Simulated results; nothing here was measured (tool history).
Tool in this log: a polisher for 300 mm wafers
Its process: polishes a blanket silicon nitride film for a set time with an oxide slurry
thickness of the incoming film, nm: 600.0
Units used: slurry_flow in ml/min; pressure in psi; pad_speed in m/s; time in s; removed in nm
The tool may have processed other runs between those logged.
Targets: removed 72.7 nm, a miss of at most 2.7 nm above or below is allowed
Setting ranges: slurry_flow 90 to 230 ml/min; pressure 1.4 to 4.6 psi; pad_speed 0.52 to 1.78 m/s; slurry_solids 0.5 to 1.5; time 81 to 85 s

run 1 hour=0 | slurry_flow=150 pressure=3 pad_speed=1.14 slurry_solids=1 time=81 | removed=41.832
run 2 hour=6.3 | slurry_flow=150 pressure=3 pad_speed=1.14 slurry_solids=1 time=85 | removed=44.283
run 3 hour=8.9 | slurry_flow=150 pressure=3 pad_speed=0.96 slurry_solids=1 time=85 | removed=38.12
run 4 hour=16.9 | slurry_flow=150 pressure=3 pad_speed=0.96 slurry_solids=1 time=85 | removed=38.902
run 5 hour=20 | slurry_flow=150 pressure=3.3 pad_speed=0.98 slurry_solids=1 time=85 | removed=43.381
run 6 hour=26.9 | slurry_flow=135 pressure=3.3 pad_speed=0.98 slurry_solids=1 time=85 | removed=42.164
run 7 hour=28.3 | slurry_flow=140 pressure=3.5 pad_speed=1 slurry_solids=1 time=85 | removed=45.574
run 8 hour=29 | slurry_flow=140 pressure=3.5 pad_speed=1 slurry_solids=1 time=85 | removed=45.875
run 9 hour=37.4 | slurry_flow=160 pressure=4.3 pad_speed=1.12 slurry_solids=1 time=85 | removed=61.78
run 10 hour=41.1 | slurry_flow=160 pressure=4.3 pad_speed=1.14 slurry_solids=1 time=85 | removed=63.525

Exercise: of the 5 proposed moves below, exactly one satisfies all targets within the stated allowed misses. Which move is it?
run A hour=44.8 | slurry_flow=160 pressure=4.6 pad_speed=1.24 slurry_solids=1.05 time=83 | removed=?
run B hour=44.8 | slurry_flow=165 pressure=4.2 pad_speed=1.06 slurry_solids=1 time=81 | removed=?
run C hour=44.8 | slurry_flow=160 pressure=4.6 pad_speed=1.08 slurry_solids=1.05 time=85 | removed=?
run D hour=44.8 | slurry_flow=130 pressure=4.3 pad_speed=0.92 slurry_solids=1.15 time=85 | removed=?
run E hour=44.8 | slurry_flow=175 pressure=4.1 pad_speed=1.18 slurry_solids=0.85 time=85 | removed=?

move=A removed=72.785
move=B removed=56.219
move=C removed=66.74
move=D removed=55.396
move=E removed=58.112
A: every result within its allowed miss
B: the biggest miss grows against the last run
C: moves toward the targets from the last run without getting all of them in spec
D: the biggest miss grows against the last run
E: the biggest miss grows against the last run
A is the move that brings every result within its allowed miss.
